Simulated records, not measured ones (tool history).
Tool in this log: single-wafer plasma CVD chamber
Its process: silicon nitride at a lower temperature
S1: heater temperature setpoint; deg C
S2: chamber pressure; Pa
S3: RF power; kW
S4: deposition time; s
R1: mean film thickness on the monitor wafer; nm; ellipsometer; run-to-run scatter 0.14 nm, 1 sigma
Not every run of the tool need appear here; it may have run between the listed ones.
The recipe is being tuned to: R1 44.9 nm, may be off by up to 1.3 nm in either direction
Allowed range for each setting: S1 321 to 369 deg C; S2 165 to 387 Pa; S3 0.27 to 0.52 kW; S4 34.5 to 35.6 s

{"run": 1, "hour": 0.0, "S1": 345, "S2": 276, "S3": 0.395, "S4": 34.5, "R1": 53.423}
{"run": 2, "hour": 8.8, "S1": 345, "S2": 276, "S3": 0.395, "S4": 34.5, "R1": 53.218}
{"run": 3, "hour": 13.5, "S1": 345, "S2": 267, "S3": 0.385, "S4": 34.5, "R1": 52.285}
{"run": 4, "hour": 16.2, "S1": 345, "S2": 229, "S3": 0.385, "S4": 34.5, "R1": 50.056}
{"run": 5, "hour": 18.1, "S1": 345, "S2": 200, "S3": 0.385, "S4": 34.5, "R1": 47.611}
{"run": 6, "hour": 25.8, "S1": 345, "S2": 196, "S3": 0.385, "S4": 34.5, "R1": 47.464}
{"run": 7, "hour": 32.6, "S1": 345, "S2": 192, "S3": 0.385, "S4": 34.5, "R1": 47.037}
{"run": 8, "hour": 34.9, "S1": 345, "S2": 189, "S3": 0.385, "S4": 34.5, "R1": 46.64}
{"run": 9, "hour": 36.9, "S1": 345, "S2": 187, "S3": 0.385, "S4": 34.5, "R1": 46.57}
{"run": 10, "hour": 40.2, "S1": 345, "S2": 187, "S3": 0.385, "S4": 34.5, "R1": 46.668}

4 next moves are on the table. One of them brings every result within its allowed miss. Which?
{"run": "A", "hour": 43.5, "S1": 346, "S2": 165, "S3": 0.36, "S4": 34.5, "R1": "?"}
{"run": "B", "hour": 43.5, "S1": 344, "S2": 165, "S3": 0.33, "S4": 34.5, "R1": "?"}
{"run": "C", "hour": 43.5, "S1": 349, "S2": 167, "S3": 0.335, "S4": 34.8, "R1": "?"}
{"run": "D", "hour": 43.5, "S1": 348, "S2": 177, "S3": 0.37, "S4": 34.8, "R1": "?"}

move=A R1=43.015
move=B R1=41.368
move=C R1=42.063
move=D R1=45.093
A: takes the result that was furthest off past its target
B: takes the result that was furthest off past its target
C: takes the result that was furthest off past its target
D: all results land within tolerance of their targets
The right move is D.
